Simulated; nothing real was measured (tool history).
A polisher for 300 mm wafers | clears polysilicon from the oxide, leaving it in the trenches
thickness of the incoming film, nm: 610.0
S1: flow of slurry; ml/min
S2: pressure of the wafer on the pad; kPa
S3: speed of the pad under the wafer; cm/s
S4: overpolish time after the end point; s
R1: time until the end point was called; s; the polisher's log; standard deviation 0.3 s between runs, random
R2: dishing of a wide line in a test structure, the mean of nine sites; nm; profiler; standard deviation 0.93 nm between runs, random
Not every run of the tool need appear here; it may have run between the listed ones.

run 1 hour=0 | S1=135 S2=15.9 S3=96 S4=8 | R1=42.197 R2=41.811
run 2 hour=5.4 | S1=140 S2=17.2 S3=96 S4=7 | R1=39.32 R2=41.663
run 3 hour=12.4 | S1=120 S2=17.2 S3=96 S4=7 | R1=40.923 R2=39.402
run 4 hour=20.4 | S1=120 S2=17.2 S3=96 S4=4 | R1=41.567 R2=32.037
run 5 hour=27.1 | S1=120 S2=18.6 S3=96 S4=4 | R1=38.078 R2=33.73
run 6 hour=30.3 | S1=120 S2=18.6 S3=96 S4=5 | R1=38.995 R2=37.897
run 7 hour=35.9 | S1=130 S2=20 S3=98 S4=4 | R1=34.774 R2=35.856
run 8 hour=41.4 | S1=135 S2=20.7 S3=98 S4=4 | R1=34.454 R2=34.988
run 9 hour=43.3 | S1=135 S2=21.4 S3=100 S4=4 | R1=32.585 R2=36.954
run 10 hour=45.6 | S1=150 S2=24.8 S3=100 S4=5 | R1=28.148 R2=42.438

Forecast run 11:
run 11 hour=49.9 | S1=150 S2=24.8 S3=102 S4=5 | R1=? R2=?

R1: 27.352 s
R2: 40.698 nm
